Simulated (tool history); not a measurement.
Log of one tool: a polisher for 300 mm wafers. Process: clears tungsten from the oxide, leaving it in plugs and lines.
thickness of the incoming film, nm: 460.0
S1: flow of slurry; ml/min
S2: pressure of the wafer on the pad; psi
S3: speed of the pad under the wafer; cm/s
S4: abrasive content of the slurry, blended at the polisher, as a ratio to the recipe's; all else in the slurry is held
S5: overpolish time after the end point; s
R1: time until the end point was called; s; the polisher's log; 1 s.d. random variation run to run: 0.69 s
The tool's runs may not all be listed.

Run 1, day 0.000: S1 320 ml/min, S2 4.2 psi, S3 120 cm/s, S4 1.00, S5 17 s. Result: R1 80.613 s.
Run 2, day 0.329: S1 320 ml/min, S2 4.2 psi, S3 120 cm/s, S4 1.15, S5 17 s. Result: R1 78.311 s.
Run 3, day 0.596: S1 320 ml/min, S2 4.4 psi, S3 120 cm/s, S4 1.15, S5 17 s. Result: R1 73.044 s.
Run 4, day 0.838: S1 320 ml/min, S2 4.4 psi, S3 108 cm/s, S4 1.15, S5 17 s. Result: R1 81.629 s.
Run 5, day 0.996: S1 320 ml/min, S2 4.4 psi, S3 108 cm/s, S4 1.25, S5 17 s. Result: R1 81.861 s.
Run 6, day 1.067: S1 320 ml/min, S2 4.4 psi, S3 108 cm/s, S4 1.35, S5 17 s. Result: R1 80.524 s.
Run 7, day 1.117: S1 320 ml/min, S2 4.7 psi, S3 108 cm/s, S4 1.35, S5 17 s. Result: R1 74.012 s.
Run 8, day 1.475: S1 320 ml/min, S2 4.9 psi, S3 108 cm/s, S4 1.35, S5 17 s. Result: R1 70.802 s.
Run 9, day 1.650: S1 320 ml/min, S2 5.0 psi, S3 108 cm/s, S4 1.35, S5 17 s. Result: R1 71.192 s.
Run 10, day 1.854: S1 320 ml/min, S2 5.2 psi, S3 108 cm/s, S4 1.35, S5 17 s. Result: R1 67.209 s.
Run 11, day 2.042: S1 320 ml/min, S2 5.3 psi, S3 108 cm/s, S4 1.35, S5 17 s. Result: R1 65.330 s.

Run 12 is up next; what results do you expect?
Run 12, day 2.188: S1 320 ml/min, S2 5.4 psi, S3 108 cm/s, S4 1.35, S5 17 s. Result: R1 ?.

R1: 64.982 s

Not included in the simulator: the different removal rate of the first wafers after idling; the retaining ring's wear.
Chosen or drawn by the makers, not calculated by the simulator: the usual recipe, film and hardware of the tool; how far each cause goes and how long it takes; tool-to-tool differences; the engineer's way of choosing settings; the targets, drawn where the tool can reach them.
